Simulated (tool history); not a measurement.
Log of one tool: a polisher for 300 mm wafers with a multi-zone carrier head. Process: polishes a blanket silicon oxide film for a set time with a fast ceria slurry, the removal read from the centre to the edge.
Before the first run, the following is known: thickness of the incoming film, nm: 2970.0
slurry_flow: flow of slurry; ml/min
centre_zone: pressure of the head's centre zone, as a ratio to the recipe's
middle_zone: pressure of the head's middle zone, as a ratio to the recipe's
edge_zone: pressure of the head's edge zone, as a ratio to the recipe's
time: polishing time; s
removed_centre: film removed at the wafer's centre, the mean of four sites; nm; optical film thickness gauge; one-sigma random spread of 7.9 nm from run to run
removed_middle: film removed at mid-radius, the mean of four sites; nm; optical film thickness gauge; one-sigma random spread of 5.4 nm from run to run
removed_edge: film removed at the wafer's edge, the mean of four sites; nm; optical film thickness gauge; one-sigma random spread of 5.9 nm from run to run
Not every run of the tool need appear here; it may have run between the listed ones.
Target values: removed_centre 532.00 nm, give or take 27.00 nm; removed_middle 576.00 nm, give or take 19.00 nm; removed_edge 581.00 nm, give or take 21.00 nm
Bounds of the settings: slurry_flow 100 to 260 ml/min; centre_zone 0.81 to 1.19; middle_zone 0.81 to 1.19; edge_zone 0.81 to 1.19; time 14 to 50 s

Run 1, hour 0.0: slurry_flow 165 ml/min, centre_zone 1.00, middle_zone 1.00, edge_zone 1.00, time 32 s. Result: removed_centre 471.58 nm, removed_middle 471.42 nm, removed_edge 460.55 nm.
Run 2, hour 4.5: slurry_flow 125 ml/min, centre_zone 1.00, middle_zone 1.00, edge_zone 1.00, time 32 s. Result: removed_centre 428.61 nm, removed_middle 435.39 nm, removed_edge 451.37 nm.
Run 3, hour 10.7: slurry_flow 125 ml/min, centre_zone 1.00, middle_zone 1.00, edge_zone 1.06, time 32 s. Result: removed_centre 431.42 nm, removed_middle 433.01 nm, removed_edge 468.47 nm.
Run 4, hour 18.3: slurry_flow 125 ml/min, centre_zone 1.00, middle_zone 1.00, edge_zone 1.06, time 27 s. Result: removed_centre 362.64 nm, removed_middle 370.29 nm, removed_edge 386.44 nm.
Run 5, hour 26.8: slurry_flow 130 ml/min, centre_zone 1.00, middle_zone 1.02, edge_zone 1.07, time 28 s. Result: removed_centre 376.24 nm, removed_middle 391.87 nm, removed_edge 408.25 nm.
Run 6, hour 31.7: slurry_flow 130 ml/min, centre_zone 1.00, middle_zone 0.97, edge_zone 1.07, time 28 s. Result: removed_centre 375.71 nm, removed_middle 379.35 nm, removed_edge 413.38 nm.
Run 7, hour 32.5: slurry_flow 140 ml/min, centre_zone 0.99, middle_zone 0.98, edge_zone 1.08, time 29 s. Result: removed_centre 394.47 nm, removed_middle 402.48 nm, removed_edge 424.16 nm.
Run 8, hour 35.3: slurry_flow 140 ml/min, centre_zone 0.99, middle_zone 1.00, edge_zone 1.09, time 30 s. Result: removed_centre 405.36 nm, removed_middle 415.55 nm, removed_edge 443.08 nm.
Run 9, hour 36.3: slurry_flow 145 ml/min, centre_zone 0.99, middle_zone 1.01, edge_zone 1.10, time 31 s. Result: removed_centre 428.29 nm, removed_middle 448.88 nm, removed_edge 460.51 nm.
Run 10, hour 40.9: slurry_flow 150 ml/min, centre_zone 0.98, middle_zone 1.01, edge_zone 1.11, time 32 s. Result: removed_centre 440.21 nm, removed_middle 459.65 nm, removed_edge 485.17 nm.
Run 11, hour 43.0: slurry_flow 150 ml/min, centre_zone 0.98, middle_zone 1.01, edge_zone 1.11, time 32 s. Result: removed_centre 440.91 nm, removed_middle 452.06 nm, removed_edge 478.72 nm.
Run 12, hour 43.6: slurry_flow 155 ml/min, centre_zone 0.97, middle_zone 1.02, edge_zone 1.12, time 33 s. Result: removed_centre 451.84 nm, removed_middle 484.88 nm, removed_edge 501.32 nm.
Run 13, hour 45.6: slurry_flow 165 ml/min, centre_zone 0.97, middle_zone 1.02, edge_zone 1.13, time 33 s. Result: removed_centre 455.68 nm, removed_middle 484.74 nm, removed_edge 514.42 nm.
Run 14, hour 52.5: slurry_flow 175 ml/min, centre_zone 0.97, middle_zone 1.03, edge_zone 1.14, time 33 s. Result: removed_centre 462.92 nm, removed_middle 498.51 nm, removed_edge 518.10 nm.
Run 15, hour 54.4: slurry_flow 175 ml/min, centre_zone 0.97, middle_zone 1.03, edge_zone 1.14, time 33 s. Result: removed_centre 471.53 nm, removed_middle 492.89 nm, removed_edge 513.33 nm.
Run 16, hour 56.2: slurry_flow 180 ml/min, centre_zone 0.96, middle_zone 1.04, edge_zone 1.15, time 33 s. Result: removed_centre 466.30 nm, removed_middle 493.90 nm, removed_edge 511.01 nm.
At hour 62.0: slurry nozzle cleaned.
Run 17, hour 62.0: slurry_flow 200 ml/min, centre_zone 0.97, middle_zone 1.09, edge_zone 1.18, time 37 s. Result: removed_centre 589.11 nm, removed_middle 615.94 nm, removed_edge 623.25 nm.
Run 18, hour 66.8: slurry_flow 195 ml/min, centre_zone 0.97, middle_zone 1.09, edge_zone 1.17, time 37 s. Result: removed_centre 584.00 nm, removed_middle 631.10 nm, removed_edge 609.92 nm.
Run 19, hour 69.3: slurry_flow 190 ml/min, centre_zone 0.97, middle_zone 1.08, edge_zone 1.17, time 37 s. Result: removed_centre 571.75 nm, removed_middle 618.17 nm, removed_edge 616.46 nm.
Run 20, hour 70.2: slurry_flow 185 ml/min, centre_zone 0.97, middle_zone 1.07, edge_zone 1.16, time 37 s. Result: removed_centre 563.55 nm, removed_middle 606.95 nm, removed_edge 610.91 nm.
Run 21, hour 70.9: slurry_flow 180 ml/min, centre_zone 0.97, middle_zone 1.07, edge_zone 1.15, time 37 s. Result: removed_centre 570.69 nm, removed_middle 592.69 nm, removed_edge 609.34 nm.

Which one of the following 4 next-run settings gets every result inside its allowed miss? There is exactly one.
Run A, hour 71.6: slurry_flow 135 ml/min, centre_zone 1.11, middle_zone 0.96, edge_zone 1.12, time 37 s. Result: removed_centre ?, removed_middle ?, removed_edge ?.
Run B, hour 71.6: slurry_flow 175 ml/min, centre_zone 0.96, middle_zone 1.09, edge_zone 1.15, time 35 s. Result: removed_centre ?, removed_middle ?, removed_edge ?.
Run C, hour 71.6: slurry_flow 155 ml/min, centre_zone 1.01, middle_zone 1.01, edge_zone 1.18, time 35 s. Result: removed_centre ?, removed_middle ?, removed_edge ?.
Run D, hour 71.6: slurry_flow 205 ml/min, centre_zone 0.89, middle_zone 1.04, edge_zone 1.19, time 37 s. Result: removed_centre ?, removed_middle ?, removed_edge ?.

move  removed_centre  removed_middle  removed_edge
   A          606.74          545.82        579.37
   B          522.27          577.23        571.84
   C          537.30          543.19        572.21
   D          525.32          607.83        625.56
A: misses by more than the last run did
B: each result inside its tolerance
C: puts the biggest miss on target and leaves a different result outside tolerance
D: puts the biggest miss on target and leaves a different result outside tolerance
Move B is the one to make.

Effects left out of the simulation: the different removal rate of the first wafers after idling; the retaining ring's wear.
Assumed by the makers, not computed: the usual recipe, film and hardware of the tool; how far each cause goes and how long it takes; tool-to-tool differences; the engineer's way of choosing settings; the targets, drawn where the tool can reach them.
